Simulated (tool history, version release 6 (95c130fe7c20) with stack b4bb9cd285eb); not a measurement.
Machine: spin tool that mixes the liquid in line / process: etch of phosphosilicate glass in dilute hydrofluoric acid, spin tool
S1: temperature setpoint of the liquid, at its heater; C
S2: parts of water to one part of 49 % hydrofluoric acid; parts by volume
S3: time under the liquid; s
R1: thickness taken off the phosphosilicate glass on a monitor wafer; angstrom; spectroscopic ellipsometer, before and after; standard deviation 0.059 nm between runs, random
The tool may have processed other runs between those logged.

run	hour	S1	S2	S3	R1
1	0	21	160	15	90.801
2	5.3	21	160	15	90.598
3	13.8	21	130	15	115.85
4	20.8	21	130	15	114.57
5	25	21	170	15	84.156
6	29.4	21	170	15	84.381

For run 7, what comes out?
7	32.2	21	170	15	?

R1: 84.333 angstrom

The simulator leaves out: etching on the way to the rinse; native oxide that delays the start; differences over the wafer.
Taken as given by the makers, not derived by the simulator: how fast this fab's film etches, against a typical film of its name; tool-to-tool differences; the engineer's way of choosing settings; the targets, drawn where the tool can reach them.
